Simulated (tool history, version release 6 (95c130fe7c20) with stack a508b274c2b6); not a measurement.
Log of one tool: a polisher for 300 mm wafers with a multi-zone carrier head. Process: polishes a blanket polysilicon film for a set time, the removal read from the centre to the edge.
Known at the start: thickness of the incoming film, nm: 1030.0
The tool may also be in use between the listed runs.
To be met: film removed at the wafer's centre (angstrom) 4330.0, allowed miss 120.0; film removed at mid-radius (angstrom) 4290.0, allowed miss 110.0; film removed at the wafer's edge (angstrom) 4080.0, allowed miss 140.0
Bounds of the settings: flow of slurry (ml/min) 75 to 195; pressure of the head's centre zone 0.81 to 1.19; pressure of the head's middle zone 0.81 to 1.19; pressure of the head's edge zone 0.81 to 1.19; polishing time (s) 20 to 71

run	hour	flow of slurry (ml/min)	pressure of the head's centre zone	pressure of the head's middle zone	pressure of the head's edge zone	polishing time (s)	film removed at the wafer's centre (angstrom)	film removed at mid-radius (angstrom)	film removed at the wafer's edge (angstrom)
1	0.0	125	1.00	1.00	1.00	45	2769.1	2691.0	2773.8
2	0.6	125	1.00	1.00	1.00	39	2414.5	2325.7	2362.7
3	2.5	110	1.00	1.00	1.00	39	2332.9	2264.2	2314.3
4	3.2	110	1.00	1.00	1.06	39	2337.7	2285.6	2393.4
5	8.4	110	1.00	1.00	1.06	45	2702.5	2632.5	2766.9
6	15.2	120	1.01	1.02	1.07	46	2799.1	2788.6	2878.9
# hour 21.3: worn pad replaced by a new one
7	21.3	130	1.03	1.03	1.08	47	3325.6	3198.7	3224.7
8	27.0	140	1.03	1.04	1.09	47	3340.5	3252.8	3310.9
9	27.7	145	1.04	1.05	1.10	47	3426.4	3299.9	3317.0
10	30.2	150	1.04	1.06	1.11	47	3428.7	3346.2	3356.8

4 next moves are on the table. One of them brings every result within its allowed miss. Which?
A	32.7	160	1.07	1.19	0.97	56	?	?	?
B	32.7	150	1.07	0.93	1.19	40	?	?	?
C	32.7	150	1.04	1.06	1.14	37	?	?	?
D	32.7	165	1.05	1.09	1.04	58	?	?	?

move	film removed at the wafer's centre (angstrom)	film removed at mid-radius (angstrom)	film removed at the wafer's edge (angstrom)
A	4253.8	4415.8	3801.7
B	2998.4	2531.1	2910.2
C	2697.7	2614.9	2644.3
D	4342.7	4260.9	4051.6
A: takes the result that was furthest off past its target
B: further off than the last run
C: further off than the last run
D: meets every target
Answer: D
